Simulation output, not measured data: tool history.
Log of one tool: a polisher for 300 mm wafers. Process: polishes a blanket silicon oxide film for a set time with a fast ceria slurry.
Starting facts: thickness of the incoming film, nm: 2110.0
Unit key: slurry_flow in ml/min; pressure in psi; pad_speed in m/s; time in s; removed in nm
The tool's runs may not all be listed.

{"run": 1, "day": 0.0, "slurry_flow": 205, "pressure": 3.2, "pad_speed": 0.88, "time": 28, "removed": 524.59}
{"run": 2, "day": 0.329, "slurry_flow": 205, "pressure": 3.2, "pad_speed": 0.76, "time": 28, "removed": 457.5}
{"run": 3, "day": 0.583, "slurry_flow": 205, "pressure": 2.9, "pad_speed": 0.74, "time": 28, "removed": 415.53}
{"run": 4, "day": 0.817, "slurry_flow": 205, "pressure": 2.7, "pad_speed": 0.72, "time": 28, "removed": 379.8}
{"run": 5, "day": 1.071, "slurry_flow": 205, "pressure": 2.5, "pad_speed": 0.7, "time": 28, "removed": 352.94}
{"run": 6, "day": 1.362, "slurry_flow": 205, "pressure": 2.1, "pad_speed": 0.7, "time": 28, "removed": 306.63}

The next listed run, before its measurement:
{"run": 7, "day": 1.433, "slurry_flow": 205, "pressure": 2, "pad_speed": 0.68, "time": 28, "removed": "?"}

Run 7 measured removed 280.17 nm.
